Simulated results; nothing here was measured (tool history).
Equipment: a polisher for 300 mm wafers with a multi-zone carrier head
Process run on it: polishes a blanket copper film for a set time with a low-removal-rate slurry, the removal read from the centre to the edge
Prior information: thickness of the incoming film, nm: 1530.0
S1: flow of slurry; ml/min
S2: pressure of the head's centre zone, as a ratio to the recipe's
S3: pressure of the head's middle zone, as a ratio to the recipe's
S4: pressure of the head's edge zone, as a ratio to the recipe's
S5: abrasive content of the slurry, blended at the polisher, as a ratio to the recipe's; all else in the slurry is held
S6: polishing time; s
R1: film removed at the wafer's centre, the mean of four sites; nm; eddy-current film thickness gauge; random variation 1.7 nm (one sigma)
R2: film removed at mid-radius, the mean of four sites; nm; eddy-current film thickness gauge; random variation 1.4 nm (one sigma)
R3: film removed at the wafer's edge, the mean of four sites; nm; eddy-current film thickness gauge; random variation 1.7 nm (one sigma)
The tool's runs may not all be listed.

run,hour,S1,S2,S3,S4,S5,S6,R1,R2,R3
1,0,210,1,1,1,1,65,181.38,179.88,179.66
2,8.7,210,1,1,1.06,1,65,176.62,183.59,185.1
3,14.3,210,0.96,1,1.06,1,65,170.19,182.77,185.81
4,19.7,205,0.94,1.01,1.05,0.95,65,165.36,181.84,180.41
5,27.5,200,0.92,1.01,1.04,0.95,65,158.47,177.46,181.62
6,32.2,200,0.92,1.01,1.01,0.95,65,161.9,179.78,173.56
7,40,195,0.91,1.01,1.01,0.95,65,157.56,177.82,176.37
8,41.1,190,0.9,1.02,1,0.95,65,157.05,181.67,176.11
9,42.6,190,0.89,1.02,0.99,0.95,65,150.59,178.08,174
10,45.5,190,0.89,1.02,0.98,0.95,65,155.57,177.13,174.92

Estimate the outcome of run 11 from the log above:
11,53.9,185,0.88,1.03,0.97,0.95,65,?,?,?

{"run 11": {"R1": 152.08, "R2": 180.95, "R3": 173.64}}
